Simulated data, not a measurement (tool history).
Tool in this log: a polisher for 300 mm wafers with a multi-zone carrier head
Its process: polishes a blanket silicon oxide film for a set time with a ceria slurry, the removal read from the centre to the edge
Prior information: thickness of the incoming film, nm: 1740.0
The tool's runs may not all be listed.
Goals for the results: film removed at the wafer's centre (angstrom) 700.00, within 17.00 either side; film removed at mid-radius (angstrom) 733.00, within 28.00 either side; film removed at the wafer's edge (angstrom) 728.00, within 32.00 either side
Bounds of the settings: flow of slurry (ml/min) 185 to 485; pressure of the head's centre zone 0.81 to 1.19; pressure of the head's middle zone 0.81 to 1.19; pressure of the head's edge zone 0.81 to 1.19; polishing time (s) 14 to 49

run,hour,flow of slurry (ml/min),pressure of the head's centre zone,pressure of the head's middle zone,pressure of the head's edge zone,polishing time (s),film removed at the wafer's centre (angstrom),film removed at mid-radius (angstrom),film removed at the wafer's edge (angstrom)
1,0.0,310,1.00,1.00,1.00,31,1318.00,1282.70,1291.00
2,4.6,310,1.00,1.00,1.00,38,1625.40,1562.80,1572.40
3,9.5,310,0.93,1.00,1.00,38,1488.80,1557.60,1575.50
4,17.4,230,0.93,1.00,1.00,38,1469.70,1544.10,1526.10
5,22.3,220,0.92,0.97,0.96,32,1219.10,1261.10,1271.80
6,24.4,210,0.91,0.96,0.94,27,1003.70,1079.30,1056.60
7,32.7,220,0.90,0.86,0.85,18,659.77,669.05,686.15
8,35.4,220,0.90,0.88,0.86,18,667.97,677.68,688.55
9,36.3,220,0.90,0.90,0.88,18,666.98,681.60,694.69
10,40.5,220,0.90,0.92,0.89,18,668.42,672.84,692.90
11,48.9,220,0.90,0.93,0.88,18,670.82,686.70,688.72
12,51.9,215,0.90,0.95,0.89,18,665.37,696.26,672.21
13,57.8,215,0.90,0.95,0.91,18,668.45,705.49,692.45
14,62.3,215,0.90,0.95,0.91,18,665.69,697.04,694.30
15,69.4,210,0.91,0.96,0.92,18,674.92,719.00,702.08
16,75.3,210,0.92,0.96,0.93,18,677.10,699.88,714.09
17,80.4,210,0.92,0.97,0.93,18,679.55,726.98,704.98

Pick the move, out of 4, that brings all results within their allowed miss; only one does.
A,85.5,185,0.93,1.09,1.01,17,?,?,?
B,85.5,255,0.89,0.92,0.89,19,?,?,?
C,85.5,185,0.97,1.09,0.85,18,?,?,?
D,85.5,225,0.84,0.85,0.97,20,?,?,?

move,film removed at the wafer's centre (angstrom),film removed at mid-radius (angstrom),film removed at the wafer's edge (angstrom)
A,645.00,722.26,670.47
B,708.39,742.43,720.32
C,712.02,764.76,655.13
D,696.79,737.94,784.30
A: the biggest miss grows against the last run
B: hits every target within its allowed miss
C: brings the result that was furthest off to its target, and leaves another outside
D: brings the result that was furthest off to its target, and leaves another outside
B meets every target.
